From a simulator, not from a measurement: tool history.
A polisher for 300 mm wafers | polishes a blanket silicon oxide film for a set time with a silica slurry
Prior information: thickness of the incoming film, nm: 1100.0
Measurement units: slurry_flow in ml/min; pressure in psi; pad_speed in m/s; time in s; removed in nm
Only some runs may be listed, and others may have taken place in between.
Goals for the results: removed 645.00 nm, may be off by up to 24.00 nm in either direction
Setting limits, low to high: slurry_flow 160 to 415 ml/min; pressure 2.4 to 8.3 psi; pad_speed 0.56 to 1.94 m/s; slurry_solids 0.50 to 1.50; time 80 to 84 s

{"run": 1, "hour": 0.0, "slurry_flow": 265, "pressure": 5.3, "pad_speed": 1.24, "slurry_solids": 1.0, "time": 80, "removed": 345.87}
{"run": 2, "hour": 8.2, "slurry_flow": 265, "pressure": 5.7, "pad_speed": 1.26, "slurry_solids": 1.0, "time": 80, "removed": 381.23}
{"run": 3, "hour": 9.5, "slurry_flow": 315, "pressure": 5.7, "pad_speed": 1.26, "slurry_solids": 1.0, "time": 80, "removed": 393.15}
{"run": 4, "hour": 16.6, "slurry_flow": 315, "pressure": 5.7, "pad_speed": 1.26, "slurry_solids": 1.0, "time": 84, "removed": 406.76}
{"run": 5, "hour": 24.6, "slurry_flow": 315, "pressure": 5.7, "pad_speed": 1.26, "slurry_solids": 0.8, "time": 84, "removed": 353.22}
{"run": 6, "hour": 27.8, "slurry_flow": 315, "pressure": 5.7, "pad_speed": 1.26, "slurry_solids": 0.8, "time": 80, "removed": 339.97}
{"run": 7, "hour": 32.9, "slurry_flow": 315, "pressure": 6.0, "pad_speed": 1.28, "slurry_solids": 0.8, "time": 80, "removed": 357.24}
{"run": 8, "hour": 38.1, "slurry_flow": 315, "pressure": 6.3, "pad_speed": 1.32, "slurry_solids": 0.8, "time": 80, "removed": 389.46}
{"run": 9, "hour": 47.0, "slurry_flow": 315, "pressure": 6.6, "pad_speed": 1.34, "slurry_solids": 0.8, "time": 80, "removed": 410.1}
{"run": 10, "hour": 53.8, "slurry_flow": 315, "pressure": 6.8, "pad_speed": 1.38, "slurry_solids": 0.8, "time": 80, "removed": 426.55}
{"run": 11, "hour": 60.3, "slurry_flow": 315, "pressure": 7.0, "pad_speed": 1.42, "slurry_solids": 0.8, "time": 80, "removed": 446.85}
{"run": 12, "hour": 64.9, "slurry_flow": 315, "pressure": 7.0, "pad_speed": 1.42, "slurry_solids": 0.8, "time": 80, "removed": 450.0}
{"run": 13, "hour": 69.4, "slurry_flow": 315, "pressure": 7.2, "pad_speed": 1.46, "slurry_solids": 0.8, "time": 80, "removed": 467.53}
{"run": 14, "hour": 74.6, "slurry_flow": 315, "pressure": 7.3, "pad_speed": 1.5, "slurry_solids": 0.8, "time": 80, "removed": 485.0}
{"run": 15, "hour": 78.3, "slurry_flow": 315, "pressure": 7.4, "pad_speed": 1.54, "slurry_solids": 0.8, "time": 80, "removed": 514.66}
{"run": 16, "hour": 80.9, "slurry_flow": 315, "pressure": 7.5, "pad_speed": 1.56, "slurry_solids": 0.8, "time": 80, "removed": 523.37}
{"run": 17, "hour": 88.4, "slurry_flow": 315, "pressure": 7.6, "pad_speed": 1.58, "slurry_solids": 0.8, "time": 80, "removed": 526.17}
{"run": 18, "hour": 96.1, "slurry_flow": 315, "pressure": 7.6, "pad_speed": 1.58, "slurry_solids": 0.8, "time": 80, "removed": 520.04}
{"hour": 97.3, "done": "slurry nozzle cleaned"}
{"run": 19, "hour": 97.3, "slurry_flow": 315, "pressure": 7.7, "pad_speed": 1.6, "slurry_solids": 0.8, "time": 80, "removed": 555.41}
{"run": 20, "hour": 105.9, "slurry_flow": 315, "pressure": 7.8, "pad_speed": 1.62, "slurry_solids": 0.8, "time": 80, "removed": 557.73}
{"run": 21, "hour": 110.7, "slurry_flow": 315, "pressure": 7.9, "pad_speed": 1.64, "slurry_solids": 0.8, "time": 80, "removed": 575.12}
{"run": 22, "hour": 113.1, "slurry_flow": 315, "pressure": 8.0, "pad_speed": 1.66, "slurry_solids": 0.8, "time": 80, "removed": 596.04}

Consider the 5 candidate settings below. Which is the only one whose results all fall within their allowed miss of target?
{"run": "A", "hour": 115.5, "slurry_flow": 265, "pressure": 6.6, "pad_speed": 1.78, "slurry_solids": 0.85, "time": 80, "removed": "?"}
{"run": "B", "hour": 115.5, "slurry_flow": 400, "pressure": 8.3, "pad_speed": 1.94, "slurry_solids": 0.65, "time": 84, "removed": "?"}
{"run": "C", "hour": 115.5, "slurry_flow": 295, "pressure": 8.0, "pad_speed": 1.38, "slurry_solids": 0.8, "time": 84, "removed": "?"}
{"run": "D", "hour": 115.5, "slurry_flow": 345, "pressure": 7.5, "pad_speed": 1.62, "slurry_solids": 0.75, "time": 81, "removed": "?"}
{"run": "E", "hour": 115.5, "slurry_flow": 365, "pressure": 7.7, "pad_speed": 1.78, "slurry_solids": 1.05, "time": 80, "removed": "?"}

move=A removed=533.92
move=B removed=637.16
move=C removed=530.13
move=D removed=532.19
move=E removed=713.42
A: lands further from the targets than the last run did
B: hits every target within its allowed miss
C: lands further from the targets than the last run did
D: lands further from the targets than the last run did
E: takes the biggest miss from the last run beyond its target
The move that meets every target is B.

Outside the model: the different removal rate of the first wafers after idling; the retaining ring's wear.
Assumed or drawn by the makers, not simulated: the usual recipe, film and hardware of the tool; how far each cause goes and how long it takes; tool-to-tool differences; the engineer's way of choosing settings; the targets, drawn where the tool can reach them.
